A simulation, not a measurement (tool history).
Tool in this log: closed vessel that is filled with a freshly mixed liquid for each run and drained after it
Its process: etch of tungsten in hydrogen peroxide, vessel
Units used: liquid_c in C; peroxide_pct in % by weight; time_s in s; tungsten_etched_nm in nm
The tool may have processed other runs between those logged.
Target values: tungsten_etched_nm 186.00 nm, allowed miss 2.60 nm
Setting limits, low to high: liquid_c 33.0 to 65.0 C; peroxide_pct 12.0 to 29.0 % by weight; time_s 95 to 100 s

run  hour  liquid_c  peroxide_pct  time_s  tungsten_etched_nm
  1   0.0      49.0          19.5      95              154.02
  2   2.4      50.0          19.5      95              162.41
  3   7.1      50.0          16.5      95              149.74
  4  12.3      45.0          16.5      95              109.85
  5  18.6      47.5          16.5      95              128.60
  6  19.8      49.0          16.5      95              141.54
  7  26.2      49.0          16.5      95              140.37
  8  27.2      50.5          16.5      95              154.50
  9  28.3      51.5          16.5      95              163.80
 10  33.6      54.0          16.5      95              191.33

Below are 5 possible settings for the next run. Only one of them brings all results inside the allowed miss of their targets. Which is it?
  A  38.9      55.5          12.5      95                   ?
  B  38.9      55.0          12.5     100                   ?
  C  38.9      53.0          14.5     100                   ?
  D  38.9      52.5          18.0     100                   ?
  E  38.9      51.0          21.5     100                   ?

move  tungsten_etched_nm
   A              181.61
   B              185.59
   C              177.42
   D              191.82
   E              191.47
A: takes the biggest miss from the last run beyond its target
B: every result lands within tolerance
C: takes the biggest miss from the last run beyond its target
D: lands further from the targets than the last run did
E: roughly where the last run was
Go with B: it meets all targets.
